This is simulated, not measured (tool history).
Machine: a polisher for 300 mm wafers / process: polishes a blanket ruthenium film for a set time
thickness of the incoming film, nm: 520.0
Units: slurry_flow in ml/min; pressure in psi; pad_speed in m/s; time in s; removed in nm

run,day,slurry_flow,pressure,pad_speed,time,removed
1,0.000,300,1.4,1.08,45,33.611
2,0.125,300,1.1,1.08,45,29.730
3,0.296,235,1.1,1.08,45,28.715
4,0.496,235,1.1,1.08,39,25.071
5,0.604,235,1.1,1.24,39,28.178
6,0.921,235,1.1,1.24,39,28.299
7,1.246,240,1.2,1.24,39,29.730
8,1.529,250,1.3,1.24,39,32.165
9,1.775,255,1.4,1.24,39,32.260
10,2.058,265,1.5,1.24,39,34.938
11,2.204,275,1.5,1.24,39,35.380

Expected results for the next run?
12,2.238,285,1.5,1.24,39,?

For run 12 the tool returned removed 35.096 nm.

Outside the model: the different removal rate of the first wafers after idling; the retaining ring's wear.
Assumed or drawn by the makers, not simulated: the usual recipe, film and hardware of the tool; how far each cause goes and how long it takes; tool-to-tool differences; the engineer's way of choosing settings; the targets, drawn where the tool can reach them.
